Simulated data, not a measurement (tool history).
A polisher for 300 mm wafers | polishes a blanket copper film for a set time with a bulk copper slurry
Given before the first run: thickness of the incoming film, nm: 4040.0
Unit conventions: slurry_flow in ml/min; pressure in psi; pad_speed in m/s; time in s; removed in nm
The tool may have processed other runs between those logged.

| run | hour | slurry_flow | pressure | pad_speed | slurry_solids | time | removed |
|---|---|---|---|---|---|---|---|
| 1 | 0.0 | 220 | 3.4 | 1.06 | 1.00 | 52 | 579.36 |
| 2 | 6.5 | 220 | 3.4 | 0.94 | 1.00 | 52 | 509.46 |
| 3 | 12.7 | 220 | 3.4 | 0.94 | 1.00 | 55 | 547.88 |
| 4 | 18.0 | 220 | 3.6 | 0.94 | 1.00 | 55 | 571.19 |
| 5 | 23.3 | 220 | 3.6 | 0.94 | 0.85 | 55 | 561.27 |
| 6 | 28.3 | 220 | 3.8 | 0.94 | 0.85 | 55 | 589.59 |
| 7 | 31.3 | 220 | 4.0 | 0.94 | 0.85 | 55 | 613.04 |
| 8 | 32.9 | 220 | 4.2 | 0.94 | 0.85 | 55 | 627.33 |
| 9 | 36.4 | 220 | 4.4 | 0.94 | 0.85 | 55 | 684.64 |

Forecast run 10:
| 10 | 37.7 | 220 | 4.4 | 0.94 | 0.85 | 55 | ? |

Logged for run 10: removed 687.56 nm.
